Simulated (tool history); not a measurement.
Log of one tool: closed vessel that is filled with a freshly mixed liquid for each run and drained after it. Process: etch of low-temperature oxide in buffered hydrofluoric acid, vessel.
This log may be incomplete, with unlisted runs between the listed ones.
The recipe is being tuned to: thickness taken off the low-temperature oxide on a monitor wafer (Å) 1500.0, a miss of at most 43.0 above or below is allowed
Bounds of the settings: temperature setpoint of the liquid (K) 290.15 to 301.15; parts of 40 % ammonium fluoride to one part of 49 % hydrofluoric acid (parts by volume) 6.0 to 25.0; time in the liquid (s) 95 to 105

run  hour  temperature setpoint of the liquid (K)  parts of 40 % ammonium fluoride to one part of 49 % hydrofluoric acid (parts by volume)  time in the liquid (s)  thickness taken off the low-temperature oxide on a monitor wafer (Å)
  1   0.0                                  293.15                                                                                     15.5                      95                                                                1108.7
  2   5.5                                  293.65                                                                                     15.5                      95                                                                1133.2
  3   8.6                                  294.15                                                                                     15.5                      95                                                                1167.1
  4  10.4                                  294.65                                                                                     15.5                      95                                                                1203.5
  5  16.3                                  296.15                                                                                     15.5                      95                                                                1300.5
  6  18.2                                  296.65                                                                                     15.5                      95                                                                1339.8
  7  25.9                                  297.65                                                                                     15.5                      95                                                                1412.8
     33.4  -- thermometer replaced
  8  33.4                                  298.65                                                                                     15.5                      95                                                                1661.4
  9  38.3                                  298.15                                                                                     15.5                      95                                                                1618.5
 10  44.0                                  297.65                                                                                     15.5                      95                                                                1587.4

4 next moves are on the table. One of them brings every result within its allowed miss. Which?
  A  49.7                                  298.65                                                                                     17.5                      95                                                                     ?
  B  49.7                                  298.15                                                                                     14.5                      95                                                                     ?
  C  49.7                                  297.65                                                                                     17.0                     105                                                                     ?
  D  49.7                                  297.15                                                                                     15.5                     105                                                                     ?

move  thickness taken off the low-temperature oxide on a monitor wafer (Å)
   A                                                                1475.1
   B                                                                1727.2
   C                                                                1588.9
   D                                                                1693.2
A: every result lands within tolerance
B: misses by more than the last run did
C: about as far from the targets as the last run
D: misses by more than the last run did
Correct choice: A, which meets every target

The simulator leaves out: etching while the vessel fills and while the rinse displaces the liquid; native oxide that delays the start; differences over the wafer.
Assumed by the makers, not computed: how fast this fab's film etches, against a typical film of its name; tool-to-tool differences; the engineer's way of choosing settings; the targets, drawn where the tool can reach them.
